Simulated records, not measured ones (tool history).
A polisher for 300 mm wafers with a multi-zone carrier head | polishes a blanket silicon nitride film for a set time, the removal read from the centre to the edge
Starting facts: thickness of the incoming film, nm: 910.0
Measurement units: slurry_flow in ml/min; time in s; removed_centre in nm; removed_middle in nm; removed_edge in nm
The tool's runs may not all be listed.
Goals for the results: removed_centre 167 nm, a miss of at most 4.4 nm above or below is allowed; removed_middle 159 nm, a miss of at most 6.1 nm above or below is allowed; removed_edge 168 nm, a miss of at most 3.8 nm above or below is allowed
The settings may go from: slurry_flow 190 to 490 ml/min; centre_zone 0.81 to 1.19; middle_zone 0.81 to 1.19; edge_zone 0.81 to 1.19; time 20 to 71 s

| run | hour | slurry_flow | centre_zone | middle_zone | edge_zone | time | removed_centre | removed_middle | removed_edge |
|---|---|---|---|---|---|---|---|---|---|
| 1 | 0 | 315 | 1 | 1 | 1 | 45 | 112.72 | 111.94 | 106.09 |
| 2 | 3.6 | 315 | 1 | 1 | 0.94 | 45 | 114.32 | 113.9 | 104.02 |
| 3 | 4.5 | 315 | 1 | 1.08 | 0.94 | 45 | 113.47 | 121.88 | 102.96 |
| 4 | 12.5 | 320 | 1 | 1.06 | 0.99 | 49 | 123.25 | 131.39 | 116.48 |
| 5 | 16.4 | 325 | 1.01 | 1.04 | 1.03 | 52 | 131.81 | 135.39 | 124.47 |
| 6 | 21 | 325 | 1.01 | 1.04 | 1.03 | 45 | 115.24 | 117.59 | 108.1 |
| 7 | 25.9 | 325 | 1.01 | 1.02 | 1.06 | 49 | 125.54 | 128.15 | 121.07 |
| 8 | 34.8 | 325 | 1.02 | 1 | 1.09 | 52 | 133.13 | 131.02 | 127.66 |
| 9 | 36.8 | 330 | 1.02 | 0.99 | 1.11 | 54 | 139.33 | 134.94 | 135.52 |
| 10 | 38.5 | 330 | 1.02 | 0.99 | 1.11 | 54 | 138.18 | 136.87 | 134.26 |
| 11 | 40.4 | 330 | 1.02 | 0.98 | 1.13 | 56 | 145.22 | 141.5 | 142.63 |
| 12 | 43.2 | 335 | 1.02 | 0.97 | 1.14 | 57 | 147.31 | 143.08 | 143.74 |

Of the 5 settings listed for the next run, only one would bring every result within its allowed miss of target. Which one?
| A | 46 | 345 | 1.07 | 1.01 | 1.07 | 48 | ? | ? | ? |
| B | 46 | 335 | 0.87 | 0.98 | 1.19 | 60 | ? | ? | ? |
| C | 46 | 405 | 1.02 | 0.96 | 1.19 | 64 | ? | ? | ? |
| D | 46 | 285 | 0.83 | 0.94 | 1.19 | 67 | ? | ? | ? |
| E | 46 | 385 | 1.02 | 1.09 | 1.04 | 55 | ? | ? | ? |

| move | removed_centre | removed_middle | removed_edge |
|---|---|---|---|
| A | 130.26 | 122.31 | 119.33 |
| B | 131.84 | 149.02 | 157.32 |
| C | 167.44 | 158.25 | 169.54 |
| D | 138.47 | 158.98 | 174.11 |
| E | 143.5 | 150.35 | 135.47 |
A: its largest miss is bigger than the last run's
B: its largest miss is bigger than the last run's
C: all results in spec
D: carries the result that was furthest off beyond its target, to the other side
E: its largest miss is bigger than the last run's
Move C is the one to make.
